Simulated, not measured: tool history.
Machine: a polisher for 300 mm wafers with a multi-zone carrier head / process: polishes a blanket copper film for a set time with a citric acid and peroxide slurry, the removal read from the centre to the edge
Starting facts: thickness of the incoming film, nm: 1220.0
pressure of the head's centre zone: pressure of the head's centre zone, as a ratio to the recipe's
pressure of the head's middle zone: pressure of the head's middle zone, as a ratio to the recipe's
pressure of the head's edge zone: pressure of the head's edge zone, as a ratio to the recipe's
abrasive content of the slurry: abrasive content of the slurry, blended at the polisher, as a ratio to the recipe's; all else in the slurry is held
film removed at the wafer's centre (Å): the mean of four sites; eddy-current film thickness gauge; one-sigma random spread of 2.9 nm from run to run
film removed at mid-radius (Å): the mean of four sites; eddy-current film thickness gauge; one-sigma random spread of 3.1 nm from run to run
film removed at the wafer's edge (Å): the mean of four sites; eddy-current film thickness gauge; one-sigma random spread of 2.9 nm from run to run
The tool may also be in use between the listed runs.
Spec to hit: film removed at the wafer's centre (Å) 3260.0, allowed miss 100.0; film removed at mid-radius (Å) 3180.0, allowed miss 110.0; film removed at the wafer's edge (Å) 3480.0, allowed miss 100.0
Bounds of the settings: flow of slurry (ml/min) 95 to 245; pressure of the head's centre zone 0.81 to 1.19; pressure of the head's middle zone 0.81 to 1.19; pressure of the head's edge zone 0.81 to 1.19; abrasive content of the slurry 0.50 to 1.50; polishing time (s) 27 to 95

run  hour  flow of slurry (ml/min)  pressure of the head's centre zone  pressure of the head's middle zone  pressure of the head's edge zone  abrasive content of the slurry  polishing time (s)  film removed at the wafer's centre (Å)  film removed at mid-radius (Å)  film removed at the wafer's edge (Å)
  1   0.0                      155                                1.00                                1.00                              1.00                            1.00                  61                                  2450.2                          2398.8                                2509.1
  2   4.4                      155                                1.00                                1.00                              1.00                            1.00                  70                                  2851.4                          2841.4                                2908.4
  3   8.4                      175                                1.00                                1.00                              1.00                            1.00                  70                                  2877.4                          2788.8                                2925.1
  4  14.8                      175                                1.00                                1.00                              1.05                            1.00                  70                                  2924.4                          2828.1                                3038.0
  5  19.1                      175                                1.00                                1.00                              1.05                            1.00                  64                                  2674.7                          2583.2                                2725.3
  6  22.8                      175                                1.00                                1.04                              1.05                            1.00                  64                                  2627.0                          2693.0                                2732.8
  7  30.3                      175                                1.00                                1.04                              1.08                            1.10                  65                                  2769.4                          2787.6                                2905.8
  8  31.2                      180                                1.00                                1.05                              1.10                            1.20                  65                                  2851.3                          2933.4                                3073.5
  9  32.2                      185                                1.01                                1.05                              1.12                            1.25                  65                                  2914.5                          2959.4                                3077.2
 10  35.4                      200                                0.99                                0.98                              1.18                            1.45                  71                                  3313.3                          3251.0                                3641.8

Consider the 4 candidate settings below. Which is the only one whose results all fall within their allowed miss of target?
  A  38.6                      205                                0.88                                1.04                              1.14                            1.25                  76                                       ?                               ?                                     ?
  B  38.6                      205                                0.96                                0.94                              1.19                            1.35                  75                                       ?                               ?                                     ?
  C  38.6                      220                                1.02                                1.03                              1.19                            1.40                  67                                       ?                               ?                                     ?
  D  38.6                      245                                0.98                                1.19                              1.06                            1.45                  65                                       ?                               ?                                     ?

move  film removed at the wafer's centre (Å)  film removed at mid-radius (Å)  film removed at the wafer's edge (Å)
   A                                  3001.0                          3509.1                                3740.9
   B                                  3304.4                          3287.1                                3860.0
   C                                  3203.0                          3202.2                                3504.4
   D                                  3061.6                          3548.4                                3280.0
A: moves away from the targets compared with the last run
B: moves away from the targets compared with the last run
C: each result inside its tolerance
D: moves the result that the last run missed by most past its target, out the other side
Move C is the one to make.

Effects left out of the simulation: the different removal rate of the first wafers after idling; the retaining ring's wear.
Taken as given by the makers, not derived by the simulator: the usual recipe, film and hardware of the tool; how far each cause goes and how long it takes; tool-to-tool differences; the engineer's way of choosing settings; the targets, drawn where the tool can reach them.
